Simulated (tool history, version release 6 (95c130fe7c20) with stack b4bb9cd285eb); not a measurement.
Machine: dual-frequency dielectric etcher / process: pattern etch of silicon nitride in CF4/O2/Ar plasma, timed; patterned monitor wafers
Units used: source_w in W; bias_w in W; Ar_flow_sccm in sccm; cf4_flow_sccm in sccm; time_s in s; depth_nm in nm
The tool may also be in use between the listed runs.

| run | day | source_w | bias_w | Ar_flow_sccm | cf4_flow_sccm | time_s | depth_nm |
|---|---|---|---|---|---|---|---|
| 1 | 0 | 720 | 60 | 138 | 135 | 111.5 | 344.52 |
| 2 | 0.354 | 690 | 58 | 139 | 134 | 111.5 | 322.83 |
| 3 | 0.729 | 660 | 57 | 139 | 134 | 111.5 | 307.05 |
| 4 | 0.925 | 630 | 57 | 139 | 134 | 111.5 | 291.33 |
| 5 | 1.075 | 630 | 57 | 151 | 134 | 111.5 | 290.02 |
| 6 | 1.312 | 610 | 57 | 151 | 134 | 111.5 | 279.69 |

What will run 7 give?
| 7 | 1.658 | 470 | 55 | 152 | 134 | 111.5 | ? |

Run 7 came out at depth_nm 204.35 nm.

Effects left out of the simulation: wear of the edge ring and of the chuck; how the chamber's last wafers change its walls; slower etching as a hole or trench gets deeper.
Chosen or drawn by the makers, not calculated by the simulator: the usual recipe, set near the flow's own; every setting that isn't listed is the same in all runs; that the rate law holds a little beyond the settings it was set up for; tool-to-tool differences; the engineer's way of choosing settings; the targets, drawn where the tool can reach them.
